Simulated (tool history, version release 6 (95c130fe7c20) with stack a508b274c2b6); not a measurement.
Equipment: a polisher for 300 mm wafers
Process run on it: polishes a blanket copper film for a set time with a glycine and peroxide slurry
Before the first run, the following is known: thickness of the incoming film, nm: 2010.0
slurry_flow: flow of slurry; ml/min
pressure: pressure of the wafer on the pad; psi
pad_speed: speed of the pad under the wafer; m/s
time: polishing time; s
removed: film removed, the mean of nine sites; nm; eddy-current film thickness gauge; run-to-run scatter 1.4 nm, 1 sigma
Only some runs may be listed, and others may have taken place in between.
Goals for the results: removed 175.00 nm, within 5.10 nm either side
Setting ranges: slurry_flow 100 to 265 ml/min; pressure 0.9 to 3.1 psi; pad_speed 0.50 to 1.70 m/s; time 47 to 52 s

{"run": 1, "hour": 0.0, "slurry_flow": 170, "pressure": 2.0, "pad_speed": 1.1, "time": 52, "removed": 244.03}
{"run": 2, "hour": 4.2, "slurry_flow": 170, "pressure": 2.0, "pad_speed": 0.86, "time": 52, "removed": 206.2}
{"run": 3, "hour": 11.1, "slurry_flow": 170, "pressure": 2.0, "pad_speed": 1.12, "time": 52, "removed": 249.85}
{"run": 4, "hour": 13.3, "slurry_flow": 205, "pressure": 2.0, "pad_speed": 1.12, "time": 52, "removed": 247.85}
{"run": 5, "hour": 19.1, "slurry_flow": 205, "pressure": 2.0, "pad_speed": 1.12, "time": 47, "removed": 225.03}
{"run": 6, "hour": 27.3, "slurry_flow": 180, "pressure": 2.0, "pad_speed": 1.12, "time": 47, "removed": 219.88}
{"run": 7, "hour": 30.2, "slurry_flow": 180, "pressure": 1.9, "pad_speed": 1.12, "time": 47, "removed": 216.78}
{"run": 8, "hour": 36.1, "slurry_flow": 180, "pressure": 1.8, "pad_speed": 1.12, "time": 47, "removed": 210.23}
{"run": 9, "hour": 41.4, "slurry_flow": 180, "pressure": 1.7, "pad_speed": 1.12, "time": 47, "removed": 201.41}
{"run": 10, "hour": 45.5, "slurry_flow": 180, "pressure": 1.6, "pad_speed": 1.12, "time": 47, "removed": 194.22}
{"hour": 47.9, "done": "head pressure recalibrated"}
{"run": 11, "hour": 47.9, "slurry_flow": 180, "pressure": 1.5, "pad_speed": 1.12, "time": 47, "removed": 182.58}

Consider the 4 candidate settings below. Which is the only one whose results all fall within their allowed miss of target?
{"run": "A", "hour": 50.3, "slurry_flow": 110, "pressure": 1.7, "pad_speed": 1.06, "time": 52, "removed": "?"}
{"run": "B", "hour": 50.3, "slurry_flow": 170, "pressure": 1.4, "pad_speed": 1.22, "time": 50, "removed": "?"}
{"run": "C", "hour": 50.3, "slurry_flow": 145, "pressure": 1.8, "pad_speed": 0.96, "time": 50, "removed": "?"}
{"run": "D", "hour": 50.3, "slurry_flow": 160, "pressure": 1.3, "pad_speed": 1.12, "time": 49, "removed": "?"}

move=A removed=189.27
move=B removed=194.35
move=C removed=185.87
move=D removed=171.52
A: the biggest miss grows against the last run
B: the biggest miss grows against the last run
C: the biggest miss grows against the last run
D: hits every target within its allowed miss
Go with D: it meets all targets.

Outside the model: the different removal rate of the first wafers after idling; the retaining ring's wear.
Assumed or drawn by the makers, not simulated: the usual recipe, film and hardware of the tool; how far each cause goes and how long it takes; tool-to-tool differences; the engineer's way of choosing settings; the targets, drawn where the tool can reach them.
